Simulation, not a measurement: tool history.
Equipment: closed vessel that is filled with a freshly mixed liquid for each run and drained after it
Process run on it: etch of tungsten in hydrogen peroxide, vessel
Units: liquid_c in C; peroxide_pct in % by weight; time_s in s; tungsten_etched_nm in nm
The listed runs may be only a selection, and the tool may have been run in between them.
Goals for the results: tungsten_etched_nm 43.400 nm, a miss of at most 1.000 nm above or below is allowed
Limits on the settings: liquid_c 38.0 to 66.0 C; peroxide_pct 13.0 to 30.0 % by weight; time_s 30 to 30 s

{"run": 1, "hour": 0.0, "liquid_c": 54.0, "peroxide_pct": 24.0, "time_s": 30, "tungsten_etched_nm": 85.756}
{"run": 2, "hour": 7.5, "liquid_c": 58.0, "peroxide_pct": 24.0, "time_s": 30, "tungsten_etched_nm": 107.77}
{"run": 3, "hour": 9.9, "liquid_c": 58.0, "peroxide_pct": 26.5, "time_s": 30, "tungsten_etched_nm": 114.43}
{"run": 4, "hour": 12.3, "liquid_c": 51.0, "peroxide_pct": 26.5, "time_s": 30, "tungsten_etched_nm": 75.377}
{"run": 5, "hour": 13.6, "liquid_c": 51.0, "peroxide_pct": 29.5, "time_s": 30, "tungsten_etched_nm": 78.524}
{"run": 6, "hour": 19.0, "liquid_c": 57.5, "peroxide_pct": 29.5, "time_s": 30, "tungsten_etched_nm": 116.45}
{"run": 7, "hour": 27.0, "liquid_c": 53.5, "peroxide_pct": 29.5, "time_s": 30, "tungsten_etched_nm": 92.045}
{"run": 8, "hour": 35.5, "liquid_c": 50.5, "peroxide_pct": 29.5, "time_s": 30, "tungsten_etched_nm": 77.986}
{"run": 9, "hour": 39.6, "liquid_c": 48.0, "peroxide_pct": 29.5, "time_s": 30, "tungsten_etched_nm": 66.104}
{"run": 10, "hour": 43.7, "liquid_c": 46.5, "peroxide_pct": 29.5, "time_s": 30, "tungsten_etched_nm": 60.615}
{"run": 11, "hour": 45.4, "liquid_c": 45.0, "peroxide_pct": 29.5, "time_s": 30, "tungsten_etched_nm": 55.145}
{"run": 12, "hour": 50.3, "liquid_c": 44.0, "peroxide_pct": 29.5, "time_s": 30, "tungsten_etched_nm": 50.875}
{"run": 13, "hour": 54.7, "liquid_c": 43.5, "peroxide_pct": 29.5, "time_s": 30, "tungsten_etched_nm": 49.556}
{"run": 14, "hour": 61.5, "liquid_c": 43.0, "peroxide_pct": 29.5, "time_s": 30, "tungsten_etched_nm": 47.815}
{"run": 15, "hour": 64.9, "liquid_c": 42.5, "peroxide_pct": 29.5, "time_s": 30, "tungsten_etched_nm": 46.622}
{"run": 16, "hour": 68.9, "liquid_c": 42.0, "peroxide_pct": 29.5, "time_s": 30, "tungsten_etched_nm": 45.292}

Next run, 5 choices. One meets every target within its allowed miss, the rest don't. Which?
{"run": "A", "hour": 72.9, "liquid_c": 41.5, "peroxide_pct": 29.5, "time_s": 30, "tungsten_etched_nm": "?"}
{"run": "B", "hour": 72.9, "liquid_c": 45.0, "peroxide_pct": 24.0, "time_s": 30, "tungsten_etched_nm": "?"}
{"run": "C", "hour": 72.9, "liquid_c": 42.5, "peroxide_pct": 28.5, "time_s": 30, "tungsten_etched_nm": "?"}
{"run": "D", "hour": 72.9, "liquid_c": 42.0, "peroxide_pct": 30.0, "time_s": 30, "tungsten_etched_nm": "?"}
{"run": "E", "hour": 72.9, "liquid_c": 43.5, "peroxide_pct": 25.0, "time_s": 30, "tungsten_etched_nm": "?"}

move=A tungsten_etched_nm=43.185
move=B tungsten_etched_nm=48.690
move=C tungsten_etched_nm=45.264
move=D tungsten_etched_nm=44.974
move=E tungsten_etched_nm=45.189
A: every result within its allowed miss
B: further off than the last run
C: roughly where the last run was
D: better than the last run, though not everything is in spec
E: better than the last run, though not everything is in spec
Answer: A
